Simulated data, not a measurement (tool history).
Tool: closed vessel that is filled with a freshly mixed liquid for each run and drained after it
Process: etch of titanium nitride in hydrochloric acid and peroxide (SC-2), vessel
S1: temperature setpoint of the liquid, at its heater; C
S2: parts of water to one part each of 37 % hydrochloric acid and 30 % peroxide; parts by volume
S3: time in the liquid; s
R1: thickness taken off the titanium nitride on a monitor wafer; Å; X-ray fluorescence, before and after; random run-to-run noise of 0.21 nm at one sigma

Run 1, day 0.000: S1 63.0 C, S2 10 parts by volume, S3 320 s. Result: R1 142.76 Å.
Run 2, day 0.312: S1 63.0 C, S2 7 parts by volume, S3 320 s. Result: R1 189.60 Å.
Run 3, day 0.446: S1 64.5 C, S2 7 parts by volume, S3 320 s. Result: R1 209.96 Å.
Run 4, day 0.700: S1 59.5 C, S2 7 parts by volume, S3 320 s. Result: R1 153.43 Å.
Run 5, day 0.996: S1 62.0 C, S2 7 parts by volume, S3 320 s. Result: R1 179.13 Å.
Run 6, day 1.104: S1 64.0 C, S2 7 parts by volume, S3 320 s. Result: R1 203.77 Å.
Run 7, day 1.404: S1 65.5 C, S2 7 parts by volume, S3 320 s. Result: R1 220.59 Å.
Run 8, day 1.683: S1 66.5 C, S2 7 parts by volume, S3 320 s. Result: R1 234.85 Å.
Run 9, day 2.017: S1 67.5 C, S2 7 parts by volume, S3 320 s. Result: R1 250.30 Å.
Run 10, day 2.217: S1 68.5 C, S2 7 parts by volume, S3 320 s. Result: R1 269.58 Å.
Run 11, day 2.575: S1 69.0 C, S2 7 parts by volume, S3 320 s. Result: R1 274.65 Å.
Run 12, day 2.825: S1 69.5 C, S2 7 parts by volume, S3 320 s. Result: R1 283.46 Å.
Run 13, day 3.154: S1 70.0 C, S2 7 parts by volume, S3 320 s. Result: R1 289.86 Å.
Run 14, day 3.529: S1 70.5 C, S2 7 parts by volume, S3 320 s. Result: R1 297.17 Å.

Forecast run 15:
Run 15, day 3.700: S1 71.0 C, S2 7 parts by volume, S3 320 s. Result: R1 ?.

R1: 306.39 Å
